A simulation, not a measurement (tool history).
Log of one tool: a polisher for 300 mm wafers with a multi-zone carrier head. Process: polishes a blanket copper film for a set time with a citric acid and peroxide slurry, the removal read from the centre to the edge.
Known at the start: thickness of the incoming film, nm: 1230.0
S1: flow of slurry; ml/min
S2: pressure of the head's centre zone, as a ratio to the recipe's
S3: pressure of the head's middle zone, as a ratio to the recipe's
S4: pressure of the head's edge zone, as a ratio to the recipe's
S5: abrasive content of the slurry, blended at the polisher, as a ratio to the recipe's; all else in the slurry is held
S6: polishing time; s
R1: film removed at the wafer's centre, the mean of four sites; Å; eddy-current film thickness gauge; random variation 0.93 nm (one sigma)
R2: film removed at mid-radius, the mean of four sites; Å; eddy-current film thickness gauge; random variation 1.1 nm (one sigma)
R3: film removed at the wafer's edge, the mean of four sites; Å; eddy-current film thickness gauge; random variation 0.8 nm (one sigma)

run	day	S1	S2	S3	S4	S5	S6	R1	R2	R3
1	0	270	1	1	1	1	32	846.19	806.49	779.43
2	0.358	275	0.97	1.05	1.03	1.05	32	820.41	850.47	793.81
3	0.554	280	0.96	1.08	1.06	1.1	32	839.55	866.35	826.66
4	0.9	280	0.96	1.08	1.06	1.25	32	851.62	895.23	846.64
5	1.179	285	0.94	1.11	1.06	1.3	32	830.31	925.8	863.09
6	1.45	285	0.94	1.11	1.06	1.3	27	710.55	784.49	710.67
7	1.65	290	0.93	1.13	1.07	1.35	28	744.08	827.27	769.89
8	1.988	295	0.92	1.15	1.06	1.4	29	774.76	891.31	795.41
9	2.054	305	0.91	1.16	1.07	1.45	29	754.84	900.09	800.58
10	2.283	305	0.91	1.17	1.08	1.45	30	809.81	951.49	838.62
11	2.612	310	0.9	1.18	1.09	1.45	30	803.27	947.52	844.24

The next listed run, before its measurement:
12	2.692	315	0.89	1.18	1.09	1.45	30	?	?	?

R1: 763.73 Å
R2: 950.37 Å
R3: 836.58 Å
